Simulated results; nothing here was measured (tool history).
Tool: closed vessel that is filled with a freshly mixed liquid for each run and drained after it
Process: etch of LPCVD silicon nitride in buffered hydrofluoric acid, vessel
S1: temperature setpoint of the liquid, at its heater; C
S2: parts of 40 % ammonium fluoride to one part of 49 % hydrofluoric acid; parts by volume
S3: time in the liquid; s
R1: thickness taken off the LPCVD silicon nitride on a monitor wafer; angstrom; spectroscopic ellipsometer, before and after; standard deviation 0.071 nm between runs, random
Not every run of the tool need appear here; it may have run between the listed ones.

| run | hour | S1 | S2 | S3 | R1 |
|---|---|---|---|---|---|
| 1 | 0 | 21 | 22.5 | 1635 | 94.103 |
| 2 | 8.5 | 20.5 | 22.5 | 1635 | 91.544 |
| 3 | 12.8 | 20 | 22.5 | 1635 | 89.449 |
| 4 | 18.2 | 19.5 | 22.5 | 1635 | 85.609 |
| 5 | 26.4 | 19.5 | 22.5 | 1635 | 85.724 |
| 6 | 34.3 | 22.5 | 22.5 | 1635 | 102.58 |

Run 7, settings as shown, results not yet in. Your forecast:
|  | 36.2 | thermometer replaced |
| 7 | 36.2 | 21.5 | 22.5 | 1635 | ? |

R1: 90.742 angstrom
